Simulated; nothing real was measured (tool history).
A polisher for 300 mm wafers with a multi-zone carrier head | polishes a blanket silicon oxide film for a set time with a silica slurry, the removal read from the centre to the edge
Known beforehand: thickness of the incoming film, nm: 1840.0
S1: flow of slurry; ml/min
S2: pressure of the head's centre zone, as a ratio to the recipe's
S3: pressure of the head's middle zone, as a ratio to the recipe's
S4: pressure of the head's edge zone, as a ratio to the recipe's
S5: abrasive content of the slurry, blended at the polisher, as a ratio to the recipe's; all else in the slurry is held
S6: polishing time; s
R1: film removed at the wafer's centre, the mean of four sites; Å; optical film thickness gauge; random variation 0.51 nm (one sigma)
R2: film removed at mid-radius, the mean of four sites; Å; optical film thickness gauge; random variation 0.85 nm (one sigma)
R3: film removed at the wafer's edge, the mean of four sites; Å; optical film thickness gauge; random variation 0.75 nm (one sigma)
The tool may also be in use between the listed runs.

| run | hour | S1 | S2 | S3 | S4 | S5 | S6 | R1 | R2 | R3 |
|---|---|---|---|---|---|---|---|---|---|---|
| 1 | 0.0 | 160 | 1.00 | 1.00 | 1.00 | 1.00 | 44 | 1357.20 | 1321.60 | 1436.00 |
| 2 | 7.9 | 150 | 0.97 | 0.98 | 0.97 | 0.85 | 37 | 1008.40 | 993.54 | 1074.20 |
| 3 | 11.1 | 150 | 0.97 | 0.98 | 0.97 | 0.95 | 37 | 1085.00 | 1065.50 | 1132.50 |
| 4 | 17.1 | 140 | 0.93 | 0.95 | 0.95 | 0.80 | 34 | 845.61 | 856.21 | 905.56 |
|  | 22.0 | slurry nozzle cleaned |
| 5 | 22.0 | 120 | 0.93 | 0.95 | 0.95 | 0.80 | 34 | 849.30 | 832.94 | 917.47 |
| 6 | 29.0 | 115 | 0.90 | 0.92 | 0.94 | 0.70 | 33 | 718.22 | 737.68 | 798.50 |
| 7 | 30.7 | 110 | 0.89 | 0.89 | 0.93 | 0.65 | 33 | 670.11 | 639.65 | 735.89 |
| 8 | 36.1 | 110 | 0.87 | 0.89 | 0.92 | 0.60 | 33 | 602.73 | 607.46 | 669.01 |

Estimate the outcome of run 9 from the log above:
| 9 | 36.7 | 110 | 0.86 | 0.88 | 0.92 | 0.60 | 33 | ? | ? | ? |

{"run 9": {"R1": 599.94, "R2": 584.09, "R3": 675.58}}
